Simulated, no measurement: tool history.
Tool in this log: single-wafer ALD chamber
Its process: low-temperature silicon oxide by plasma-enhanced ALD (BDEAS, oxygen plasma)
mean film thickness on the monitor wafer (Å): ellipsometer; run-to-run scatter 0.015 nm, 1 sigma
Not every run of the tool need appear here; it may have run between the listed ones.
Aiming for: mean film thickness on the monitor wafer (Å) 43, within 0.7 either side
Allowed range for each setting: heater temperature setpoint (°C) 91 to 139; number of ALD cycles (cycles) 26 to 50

run	day	heater temperature setpoint (°C)	number of ALD cycles (cycles)	mean film thickness on the monitor wafer (Å)
1	0	115	38	53.461
2	0.142	125	38	52.382
3	0.225	115	38	53.363
4	0.442	116	37	52.198
5	0.529	117	36	50.14
6	0.796	118	35	49.063
7	1.133	119	34	47.397
8	1.308	120	34	47.402
9	1.654	121	34	47.377
10	1.917	126	30	41.483
11	1.95	125	30	41.471
12	2.275	124	30	41.619
13	2.296	123	30	41.412
14	2.658	122	30	41.442

Which of these 5 next moves meets every target?
A	3.021	119	32	?
B	3.021	124	29	?
C	3.021	114	28	?
D	3.021	123	29	?
E	3.021	105	30	?

move	mean film thickness on the monitor wafer (Å)
A	44.735
B	40.192
C	39.48
D	40.262
E	42.951
A: pushes the last run's worst result past its target
B: the biggest miss grows against the last run
C: the biggest miss grows against the last run
D: the biggest miss grows against the last run
E: each result inside its tolerance
Go with E: it meets all targets.
